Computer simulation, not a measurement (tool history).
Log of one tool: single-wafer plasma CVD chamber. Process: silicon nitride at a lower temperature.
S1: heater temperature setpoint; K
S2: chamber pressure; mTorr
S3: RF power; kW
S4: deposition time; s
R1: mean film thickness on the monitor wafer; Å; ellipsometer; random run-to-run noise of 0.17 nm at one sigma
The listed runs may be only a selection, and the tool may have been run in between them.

run,hour,S1,S2,S3,S4,R1
1,0.0,603.15,1170,0.355,47.9,555.60
2,6.3,603.15,1100,0.340,47.9,519.79
3,14.8,611.15,1100,0.340,47.9,524.61
4,18.4,611.15,1100,0.380,47.9,561.96
5,22.9,611.15,1040,0.365,47.9,532.00
6,28.7,611.15,1040,0.365,49.3,551.30
# hour 31.4: thermocouple changed; heater temperature recalibrated
7,31.4,611.15,990,0.355,49.2,527.48
8,35.1,611.15,950,0.345,49.2,507.02
9,40.6,611.15,910,0.340,49.2,490.53
10,47.4,611.15,880,0.335,49.2,479.57
11,52.4,611.15,850,0.330,49.2,466.67
12,55.6,611.15,700,0.290,49.1,375.21
13,59.9,611.15,730,0.290,49.1,391.79
14,61.1,611.15,750,0.290,49.1,395.80
15,64.2,611.15,760,0.290,49.1,401.67
16,70.2,611.15,770,0.290,49.1,402.67

Forecast run 17:
17,75.7,611.15,780,0.290,49.1,?

{"run 17": {"R1": 405.55}}

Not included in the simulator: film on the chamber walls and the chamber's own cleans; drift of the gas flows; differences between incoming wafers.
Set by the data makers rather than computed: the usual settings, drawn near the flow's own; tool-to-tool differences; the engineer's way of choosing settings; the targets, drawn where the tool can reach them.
